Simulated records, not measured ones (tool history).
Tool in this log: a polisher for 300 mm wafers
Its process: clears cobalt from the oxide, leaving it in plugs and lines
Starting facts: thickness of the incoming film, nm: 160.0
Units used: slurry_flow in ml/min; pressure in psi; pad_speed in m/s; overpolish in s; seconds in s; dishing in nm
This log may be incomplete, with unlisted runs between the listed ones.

{"run": 1, "hour": 0.0, "slurry_flow": 245, "pressure": 1.9, "pad_speed": 1.26, "overpolish": 29, "seconds": 26.993, "dishing": 63.775}
{"run": 2, "hour": 5.6, "slurry_flow": 245, "pressure": 1.9, "pad_speed": 1.14, "overpolish": 29, "seconds": 29.591, "dishing": 61.318}
{"run": 3, "hour": 10.6, "slurry_flow": 245, "pressure": 1.5, "pad_speed": 1.14, "overpolish": 29, "seconds": 35.449, "dishing": 57.472}
{"run": 4, "hour": 19.2, "slurry_flow": 245, "pressure": 1.6, "pad_speed": 1.14, "overpolish": 27, "seconds": 34.409, "dishing": 57.277}
{"run": 5, "hour": 27.9, "slurry_flow": 275, "pressure": 1.6, "pad_speed": 1.14, "overpolish": 27, "seconds": 33.186, "dishing": 55.795}
{"run": 6, "hour": 31.8, "slurry_flow": 275, "pressure": 1.6, "pad_speed": 1.28, "overpolish": 27, "seconds": 29.809, "dishing": 59.108}
{"run": 7, "hour": 38.0, "slurry_flow": 275, "pressure": 1.6, "pad_speed": 1.28, "overpolish": 27, "seconds": 30.183, "dishing": 60.386}

Run 8 is up next; what results do you expect?
{"run": 8, "hour": 42.8, "slurry_flow": 270, "pressure": 1.6, "pad_speed": 1.28, "overpolish": 25, "seconds": "?", "dishing": "?"}

seconds: 30.166 s
dishing: 56.483 nm
